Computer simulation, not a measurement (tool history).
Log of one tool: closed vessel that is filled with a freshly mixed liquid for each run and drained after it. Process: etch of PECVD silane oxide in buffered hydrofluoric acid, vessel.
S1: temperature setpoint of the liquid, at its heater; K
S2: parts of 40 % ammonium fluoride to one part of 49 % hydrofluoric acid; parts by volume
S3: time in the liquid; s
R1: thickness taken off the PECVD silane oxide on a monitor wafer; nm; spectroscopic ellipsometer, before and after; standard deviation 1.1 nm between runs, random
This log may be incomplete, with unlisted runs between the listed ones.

run  hour      S1  S2   S3      R1
  1   0.0  295.15  14   95  231.13
  2   4.4  294.15  14   95  221.66
  3  13.1  294.15  11   95  278.90
  4  18.9  291.15  11   95  233.75
  5  21.5  291.15  11  100  249.64
  6  30.8  291.15  11  100  249.09

Run 7 has not been measured yet. What should we expect?
  7  38.0  291.15  11  100   ?

{"run 7": {"R1": 246.63}}
